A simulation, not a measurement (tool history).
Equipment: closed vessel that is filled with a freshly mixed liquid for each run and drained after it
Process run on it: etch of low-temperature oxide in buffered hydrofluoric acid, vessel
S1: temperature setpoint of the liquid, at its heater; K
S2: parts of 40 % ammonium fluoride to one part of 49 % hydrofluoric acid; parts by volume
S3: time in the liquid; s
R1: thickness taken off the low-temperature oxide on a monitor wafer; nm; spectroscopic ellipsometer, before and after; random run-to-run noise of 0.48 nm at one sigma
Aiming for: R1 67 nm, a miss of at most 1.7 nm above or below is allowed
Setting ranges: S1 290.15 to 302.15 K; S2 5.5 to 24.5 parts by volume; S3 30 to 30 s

run	hour	S1	S2	S3	R1
1	0	294.15	15	30	114.29
2	4.2	294.15	15	30	113.25
3	12.9	292.65	15	30	103.2
4	14.1	292.65	13.5	30	116.12
5	15.6	292.65	13.5	30	115.13
6	22.8	292.65	13.5	30	113.95
7	30.4	292.15	14	30	108.52
8	36.2	290.15	19	30	71.441
9	42	290.15	19.5	30	69.942

4 candidate next runs follow, results not yet known. Just one meets every target within its allowed miss. Identify it.
A	47.8	290.15	20.5	30	?
B	47.8	293.15	24.5	30	?
C	47.8	290.65	20	30	?
D	47.8	290.65	19.5	30	?

move	R1
A	67.007
B	70.239
C	70.136
D	71.915
A: all results land within tolerance of their targets
B: its largest miss is bigger than the last run's
C: its largest miss is bigger than the last run's
D: its largest miss is bigger than the last run's
Go with A: it meets all targets.

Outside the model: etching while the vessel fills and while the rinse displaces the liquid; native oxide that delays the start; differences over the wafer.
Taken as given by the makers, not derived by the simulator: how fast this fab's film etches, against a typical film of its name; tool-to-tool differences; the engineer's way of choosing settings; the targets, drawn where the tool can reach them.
